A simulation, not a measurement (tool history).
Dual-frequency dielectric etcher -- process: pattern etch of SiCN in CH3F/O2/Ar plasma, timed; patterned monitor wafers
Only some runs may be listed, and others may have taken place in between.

| run | hour | source power (W) | bias power (W) | etch time (s) | mean etch depth across the wafer (angstrom) |
|---|---|---|---|---|---|
| 1 | 0 | 400 | 88 | 47.5 | 207.37 |
| 2 | 7.9 | 400 | 73 | 47.5 | 198.01 |
| 3 | 14.4 | 400 | 83 | 47.5 | 204.75 |
| 4 | 16.5 | 400 | 92 | 47.5 | 211.92 |
| 5 | 17.3 | 410 | 92 | 47.5 | 212.08 |
| 6 | 22 | 410 | 92 | 44 | 198.64 |
| 7 | 24.3 | 420 | 94 | 44 | 200.36 |
| 8 | 27.4 | 430 | 97 | 44 | 203.55 |
| 9 | 34.7 | 440 | 100 | 44 | 207.62 |
| 10 | 39.8 | 450 | 102 | 44 | 211.68 |
| 11 | 45.8 | 460 | 102 | 44 | 213.27 |

Estimate the outcome of run 12 from the log above:
| 12 | 46.5 | 470 | 102 | 44 | ? |

Run 12 produced mean etch depth across the wafer (angstrom) 215.69.

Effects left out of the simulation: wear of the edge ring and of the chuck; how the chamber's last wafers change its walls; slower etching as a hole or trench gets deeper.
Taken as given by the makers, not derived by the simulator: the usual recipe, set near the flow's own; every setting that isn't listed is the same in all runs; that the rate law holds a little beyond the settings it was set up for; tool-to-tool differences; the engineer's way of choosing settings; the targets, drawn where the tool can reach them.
